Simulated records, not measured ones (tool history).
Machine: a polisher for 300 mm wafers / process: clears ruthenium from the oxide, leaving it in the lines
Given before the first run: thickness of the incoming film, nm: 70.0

| run | hour | flow of slurry (ml/min) | pressure of the wafer on the pad (psi) | speed of the pad under the wafer (cm/s) | overpolish time after the end point (s) | time until the end point was called (s) |
|---|---|---|---|---|---|---|
| 1 | 0 | 155 | 1.7 | 88 | 4 | 60.851 |
| 2 | 1.9 | 155 | 1.6 | 88 | 4 | 63.465 |
| 3 | 6.6 | 155 | 1.6 | 78 | 4 | 69.245 |
| 4 | 12.2 | 155 | 1.6 | 78 | 4 | 69.922 |
| 5 | 18.5 | 160 | 1.7 | 78 | 4 | 65.147 |
| 6 | 25.7 | 165 | 1.8 | 78 | 4 | 60.065 |

For run 7, what comes out?
| 7 | 27.7 | 170 | 1.8 | 78 | 4 | ? |

time until the end point was called (s): 60.609
